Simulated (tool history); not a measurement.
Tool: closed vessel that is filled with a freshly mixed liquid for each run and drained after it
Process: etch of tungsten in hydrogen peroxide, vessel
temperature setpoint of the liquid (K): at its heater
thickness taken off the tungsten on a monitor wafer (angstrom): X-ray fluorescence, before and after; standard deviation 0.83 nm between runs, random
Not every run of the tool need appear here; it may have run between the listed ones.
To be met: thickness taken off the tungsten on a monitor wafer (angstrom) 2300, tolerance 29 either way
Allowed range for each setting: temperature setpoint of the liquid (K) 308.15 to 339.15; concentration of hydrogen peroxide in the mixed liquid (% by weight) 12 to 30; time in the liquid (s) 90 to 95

run	hour	temperature setpoint of the liquid (K)	concentration of hydrogen peroxide in the mixed liquid (% by weight)	time in the liquid (s)	thickness taken off the tungsten on a monitor wafer (angstrom)
1	0	324.15	21	90	1767.4
2	3.7	324.15	21	95	1860.4
3	10.1	330.65	21	95	2752.1
4	17.3	337.65	21	95	4111.3
5	19.9	337.65	23	95	4318.2
6	26.4	337.65	25.5	95	4525.1
7	28.5	333.65	25.5	95	3604.8
8	34	331.15	25.5	95	3122.2
# hour 35.8: thermometer replaced
9	35.8	329.65	25.5	95	3103.3
10	38	321.65	25.5	95	1911

5 candidate next runs follow, results not yet known. Just one meets every target within its allowed miss. Identify it.
A	40.2	320.65	23.5	90	?
B	40.2	323.65	25.5	95	?
C	40.2	324.15	25	95	?
D	40.2	320.15	26.5	90	?
E	40.2	323.65	28.5	95	?

move	thickness taken off the tungsten on a monitor wafer (angstrom)
A	1639.3
B	2167.7
C	2212.7
D	1687.5
E	2291.7
A: its largest miss is bigger than the last run's
B: nearer than the last run, and not there yet
C: nearer than the last run, and not there yet
D: its largest miss is bigger than the last run's
E: every result lands within tolerance
E meets every target.
